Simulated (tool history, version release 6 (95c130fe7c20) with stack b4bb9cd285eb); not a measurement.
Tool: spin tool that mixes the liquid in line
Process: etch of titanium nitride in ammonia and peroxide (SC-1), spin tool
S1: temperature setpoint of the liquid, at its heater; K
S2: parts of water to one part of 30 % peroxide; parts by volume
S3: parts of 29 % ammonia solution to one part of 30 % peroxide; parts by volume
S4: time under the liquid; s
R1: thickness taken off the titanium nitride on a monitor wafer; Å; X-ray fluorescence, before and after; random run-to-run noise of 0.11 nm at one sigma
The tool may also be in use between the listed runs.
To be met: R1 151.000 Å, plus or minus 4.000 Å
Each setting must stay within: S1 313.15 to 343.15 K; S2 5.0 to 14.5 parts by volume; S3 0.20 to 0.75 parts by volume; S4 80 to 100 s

run,hour,S1,S2,S3,S4,R1
1,0.0,329.15,8.0,0.45,100,68.394
2,4.4,332.65,8.0,0.45,100,86.521
3,7.2,335.15,8.0,0.45,100,100.420
4,11.1,337.15,8.0,0.45,100,115.100
5,16.4,337.15,10.5,0.45,100,100.580
6,17.7,339.15,10.5,0.45,100,112.330
7,21.6,340.15,10.5,0.45,100,121.800
8,22.8,341.15,10.5,0.45,100,129.720
9,29.7,341.65,10.5,0.45,100,133.730

4 candidate next runs follow, results not yet known. Just one meets every target within its allowed miss. Identify it.
A,36.6,341.15,9.5,0.55,100,?
B,36.6,343.15,10.0,0.45,100,?
C,36.6,343.15,10.5,0.40,100,?
D,36.6,342.65,8.5,0.45,100,?

move,R1
A,139.480
B,148.530
C,141.750
D,156.660
A: an improvement on the last run, though not all results are within tolerance
B: all results land within tolerance of their targets
C: an improvement on the last run, though not all results are within tolerance
D: carries the result that was furthest off beyond its target, to the other side
Go with B: it meets all targets.

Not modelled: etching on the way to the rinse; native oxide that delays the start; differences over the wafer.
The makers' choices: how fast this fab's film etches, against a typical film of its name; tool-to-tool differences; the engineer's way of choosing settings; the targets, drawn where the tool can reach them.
